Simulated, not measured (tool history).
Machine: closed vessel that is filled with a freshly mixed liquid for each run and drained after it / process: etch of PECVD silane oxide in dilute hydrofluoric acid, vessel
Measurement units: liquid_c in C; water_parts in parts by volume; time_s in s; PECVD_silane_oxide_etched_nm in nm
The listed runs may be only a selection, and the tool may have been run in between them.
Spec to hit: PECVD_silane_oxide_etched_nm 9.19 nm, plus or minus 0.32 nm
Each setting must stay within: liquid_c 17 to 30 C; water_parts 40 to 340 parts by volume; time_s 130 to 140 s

| run | hour | liquid_c | water_parts | time_s | PECVD_silane_oxide_etched_nm |
|---|---|---|---|---|---|
| 1 | 0 | 22 | 190 | 130 | 13.049 |
| 2 | 4.8 | 21 | 195 | 130 | 12.431 |
| 3 | 6 | 20.5 | 200 | 130 | 11.727 |
| 4 | 10.4 | 20 | 205 | 130 | 11.111 |
| 5 | 17.2 | 19.5 | 210 | 130 | 10.678 |
| 6 | 22.2 | 21 | 210 | 130 | 11.164 |
| 7 | 26.9 | 20.5 | 215 | 130 | 10.934 |
| 8 | 32.1 | 20 | 215 | 130 | 10.337 |
| 9 | 33.8 | 19.5 | 215 | 130 | 10.363 |
| 10 | 38.1 | 19 | 215 | 130 | 10.197 |
| 11 | 39.9 | 18.5 | 215 | 130 | 10.098 |
| 12 | 48.3 | 18 | 220 | 130 | 9.4596 |

Pick the move, out of 5, that brings all results within their allowed miss; only one does.
| A | 56.7 | 18.5 | 235 | 135 | ? |
| B | 56.7 | 17 | 205 | 130 | ? |
| C | 56.7 | 17.5 | 220 | 140 | ? |
| D | 56.7 | 20 | 220 | 130 | ? |
| E | 56.7 | 17.5 | 225 | 140 | ? |

| move | PECVD_silane_oxide_etched_nm |
|---|---|
| A | 9.3936 |
| B | 10.05 |
| C | 10.147 |
| D | 10.379 |
| E | 9.8764 |
A: all results in spec
B: its largest miss is bigger than the last run's
C: its largest miss is bigger than the last run's
D: its largest miss is bigger than the last run's
E: its largest miss is bigger than the last run's
A meets every target.
